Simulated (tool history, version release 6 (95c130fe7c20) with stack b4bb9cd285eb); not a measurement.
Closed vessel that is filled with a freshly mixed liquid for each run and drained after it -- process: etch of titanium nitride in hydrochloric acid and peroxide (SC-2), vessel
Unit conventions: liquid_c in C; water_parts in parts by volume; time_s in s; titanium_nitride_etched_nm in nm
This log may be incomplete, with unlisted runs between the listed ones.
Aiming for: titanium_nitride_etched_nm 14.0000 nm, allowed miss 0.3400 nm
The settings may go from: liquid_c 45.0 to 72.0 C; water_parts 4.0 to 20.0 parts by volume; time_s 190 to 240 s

run	day	liquid_c	water_parts	time_s	titanium_nitride_etched_nm
1	0.000	61.0	11.0	240	11.9580
2	0.025	61.0	12.5	240	10.7660
3	0.246	61.0	12.5	190	8.5686
4	0.400	63.0	12.5	190	9.7481
5	0.562	63.0	14.0	190	8.7761
6	0.746	63.0	10.0	190	11.7090
7	0.829	64.0	10.0	190	12.5430
8	1.092	64.5	10.0	190	12.9630
9	1.446	65.0	10.0	190	13.1940

Of the 5 settings listed for the next run, only one would bring every result within its allowed miss of target. Which one?
A	1.800	61.0	10.0	225	?
B	1.800	61.0	9.0	205	?
C	1.800	60.0	8.5	240	?
D	1.800	71.5	18.0	190	?
E	1.800	63.5	10.5	215	?

move	titanium_nitride_etched_nm
A	12.2200
B	12.1460
C	13.9940
D	11.6810
E	13.0860
A: further off than the last run
B: further off than the last run
C: all results in spec
D: further off than the last run
E: further off than the last run
So the answer is move C, the one that meets all the targets.

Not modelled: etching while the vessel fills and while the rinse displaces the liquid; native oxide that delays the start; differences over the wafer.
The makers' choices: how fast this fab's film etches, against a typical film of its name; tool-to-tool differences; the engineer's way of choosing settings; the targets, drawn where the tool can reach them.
